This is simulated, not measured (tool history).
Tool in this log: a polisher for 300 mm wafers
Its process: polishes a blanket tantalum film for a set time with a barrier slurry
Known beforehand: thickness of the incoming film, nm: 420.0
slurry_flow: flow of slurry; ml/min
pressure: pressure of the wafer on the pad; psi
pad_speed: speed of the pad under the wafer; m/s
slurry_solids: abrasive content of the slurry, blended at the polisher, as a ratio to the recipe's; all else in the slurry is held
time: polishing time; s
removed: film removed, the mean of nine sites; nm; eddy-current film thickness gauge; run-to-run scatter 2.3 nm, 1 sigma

run 1 hour=0.0 | slurry_flow=130 pressure=1.5 pad_speed=1.14 slurry_solids=1.0 time=98 | removed=131.18
run 2 hour=6.3 | slurry_flow=130 pressure=1.5 pad_speed=1.14 slurry_solids=1.0 time=98 | removed=130.97
run 3 hour=9.8 | slurry_flow=130 pressure=1.5 pad_speed=1.14 slurry_solids=1.0 time=98 | removed=129.14
run 4 hour=13.9 | slurry_flow=135 pressure=1.7 pad_speed=1.14 slurry_solids=1.0 time=98 | removed=148.35
run 5 hour=17.7 | slurry_flow=135 pressure=1.7 pad_speed=1.14 slurry_solids=1.2 time=98 | removed=157.08
run 6 hour=26.4 | slurry_flow=140 pressure=1.8 pad_speed=1.14 slurry_solids=1.2 time=98 | removed=162.55
run 7 hour=32.5 | slurry_flow=140 pressure=1.8 pad_speed=1.14 slurry_solids=1.2 time=98 | removed=166.08
run 8 hour=34.3 | slurry_flow=140 pressure=1.9 pad_speed=1.16 slurry_solids=1.2 time=98 | removed=173.51

Run 9 is up next; what results do you expect?
run 9 hour=37.4 | slurry_flow=145 pressure=2.0 pad_speed=1.18 slurry_solids=1.2 time=98 | removed=?

removed: 192.11 nm
